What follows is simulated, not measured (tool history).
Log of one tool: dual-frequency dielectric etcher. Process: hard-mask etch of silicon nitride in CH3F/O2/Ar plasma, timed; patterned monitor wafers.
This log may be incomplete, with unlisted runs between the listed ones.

run  hour  source power (W)  bias power (W)  etch time (s)  mean etch depth across the wafer (nm)
  1     0               440              97          175.5                                 150.04
  2   6.9               410              97          175.5                                 144.04
  3   8.3               400              97          175.5                                 142.92
  4   9.7               390              97          175.5                                 140.53
  5  16.6               440              97          175.5                                 149.59
  6  17.7               440              97          175.5                                 149.46
  7  22.6               420              97          175.5                                 145.83
  8  26.9               400              97          175.5                                 142.74
  9  32.4               390              97          175.5                                 140.87
 10  39.5               380              97          175.5                                 138.61

The next listed run, before its measurement:
 11  48.1               370              97          175.5                                      ?

{"run 11": {"mean etch depth across the wafer (nm)": 137.39}}

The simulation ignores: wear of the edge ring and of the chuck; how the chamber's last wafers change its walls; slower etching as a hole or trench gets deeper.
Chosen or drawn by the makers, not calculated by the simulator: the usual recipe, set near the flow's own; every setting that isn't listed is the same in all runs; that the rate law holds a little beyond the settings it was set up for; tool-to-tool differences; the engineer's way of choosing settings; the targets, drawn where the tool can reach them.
